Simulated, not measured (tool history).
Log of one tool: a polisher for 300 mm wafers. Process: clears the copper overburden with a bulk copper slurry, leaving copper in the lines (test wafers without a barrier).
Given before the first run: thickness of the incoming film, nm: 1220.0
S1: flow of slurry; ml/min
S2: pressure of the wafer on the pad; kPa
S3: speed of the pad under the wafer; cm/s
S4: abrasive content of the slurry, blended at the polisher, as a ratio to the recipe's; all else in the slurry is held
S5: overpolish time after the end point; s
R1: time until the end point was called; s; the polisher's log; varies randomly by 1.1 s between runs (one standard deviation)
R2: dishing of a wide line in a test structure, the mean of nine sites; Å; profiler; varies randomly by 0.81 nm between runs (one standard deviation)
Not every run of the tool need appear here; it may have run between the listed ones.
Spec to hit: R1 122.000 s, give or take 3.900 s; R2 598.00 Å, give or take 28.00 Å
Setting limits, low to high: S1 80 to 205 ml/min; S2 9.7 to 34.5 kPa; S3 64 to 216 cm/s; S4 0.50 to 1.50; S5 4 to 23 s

run 1 hour=0.0 | S1=135 S2=22.1 S3=140 S4=1.00 S5=12 | R1=79.630 R2=783.82
run 2 hour=3.4 | S1=135 S2=24.1 S3=140 S4=1.00 S5=12 | R1=73.420 R2=823.52
run 3 hour=6.1 | S1=130 S2=22.8 S3=140 S4=1.00 S5=12 | R1=77.645 R2=807.04
run 4 hour=9.4 | S1=160 S2=22.8 S3=140 S4=1.00 S5=12 | R1=75.571 R2=816.50
run 5 hour=14.5 | S1=160 S2=21.4 S3=140 S4=1.00 S5=12 | R1=79.739 R2=806.24
run 6 hour=16.4 | S1=160 S2=21.4 S3=124 S4=1.00 S5=12 | R1=89.158 R2=751.44
run 7 hour=22.7 | S1=160 S2=20.7 S3=124 S4=1.00 S5=12 | R1=92.364 R2=748.52
run 8 hour=27.0 | S1=160 S2=20.0 S3=124 S4=1.00 S5=12 | R1=94.213 R2=737.33
run 9 hour=30.7 | S1=160 S2=19.3 S3=124 S4=1.00 S5=12 | R1=97.420 R2=720.95
run 10 hour=33.3 | S1=155 S2=18.6 S3=124 S4=1.00 S5=12 | R1=102.560 R2=707.80
run 11 hour=39.9 | S1=120 S2=15.9 S3=124 S4=1.00 S5=8 | R1=118.380 R2=528.39

Exercise: of the 5 proposed moves below, exactly one satisfies all targets within the stated allowed misses. Which move is it?
run A hour=46.5 | S1=200 S2=18.6 S3=106 S4=0.90 S5=12 | R1=? R2=?
run B hour=46.5 | S1=120 S2=15.9 S3=136 S4=0.95 S5=12 | R1=? R2=?
run C hour=46.5 | S1=135 S2=15.9 S3=118 S4=1.15 S5=9 | R1=? R2=?
run D hour=46.5 | S1=100 S2=17.9 S3=116 S4=1.15 S5=10 | R1=? R2=?
run E hour=46.5 | S1=100 S2=14.5 S3=136 S4=1.00 S5=11 | R1=? R2=?

move=A R1=117.020 R2=653.65
move=B R1=110.910 R2=662.45
move=C R1=119.600 R2=542.28
move=D R1=114.810 R2=596.40
move=E R1=121.210 R2=600.45
A: moves the result that the last run missed by most past its target, out the other side
B: moves the result that the last run missed by most past its target, out the other side
C: nearer than the last run, and not there yet
D: meets the target for the result that was furthest off, but another lies outside its allowed miss
E: all results land within tolerance of their targets
So the answer is move E, the one that meets all the targets.

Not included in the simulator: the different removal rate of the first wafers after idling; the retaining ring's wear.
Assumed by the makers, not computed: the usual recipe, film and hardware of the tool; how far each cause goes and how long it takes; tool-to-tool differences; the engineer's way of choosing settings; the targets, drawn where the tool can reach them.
